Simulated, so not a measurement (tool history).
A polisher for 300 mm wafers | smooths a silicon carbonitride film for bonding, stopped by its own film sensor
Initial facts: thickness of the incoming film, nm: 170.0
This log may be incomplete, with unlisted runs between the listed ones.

run	hour	flow of slurry (ml/min)	pressure of the wafer on the pad (kPa)	speed of the pad under the wafer (m/s)	abrasive content of the slurry	target thickness at which the film sensor stops the polish (Å)	time until the film sensor stopped the polish (s)
1	0	300	9	0.86	1	1570	100.2
2	5.6	300	9.7	0.86	1	1570	93.164
3	13	300	9.7	0.86	1	1570	96.216
4	14.6	300	9.7	0.86	1	1560	97.875
5	16.2	300	9.7	0.86	1	1560	100.03
6	16.9	300	10.3	0.86	1	1560	96.209
7	25.3	300	11	0.88	1	1560	87.877

Forecast run 8:
8	31.3	300	13.8	0.92	1	1560	?

time until the film sensor stopped the polish (s): 70.077
